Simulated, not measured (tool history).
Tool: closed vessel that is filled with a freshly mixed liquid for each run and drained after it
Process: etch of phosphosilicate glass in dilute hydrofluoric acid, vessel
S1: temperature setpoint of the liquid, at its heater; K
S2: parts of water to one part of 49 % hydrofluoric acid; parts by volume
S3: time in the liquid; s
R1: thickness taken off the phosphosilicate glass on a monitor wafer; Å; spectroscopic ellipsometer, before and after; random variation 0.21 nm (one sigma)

{"run": 1, "hour": 0.0, "S1": 298.15, "S2": 245, "S3": 30, "R1": 136.04}
{"run": 2, "hour": 5.5, "S1": 299.65, "S2": 220, "S3": 30, "R1": 165.87}
{"run": 3, "hour": 13.2, "S1": 300.65, "S2": 205, "S3": 30, "R1": 188.64}
{"run": 4, "hour": 19.4, "S1": 301.65, "S2": 195, "S3": 30, "R1": 203.19}
{"run": 5, "hour": 26.1, "S1": 301.65, "S2": 115, "S3": 30, "R1": 383.33}
{"run": 6, "hour": 33.4, "S1": 305.15, "S2": 115, "S3": 30, "R1": 436.67}

Run 7 comes next. What will it give?
{"run": 7, "hour": 40.7, "S1": 303.65, "S2": 115, "S3": 30, "R1": "?"}

Run 7 gave R1 414.31 Å.
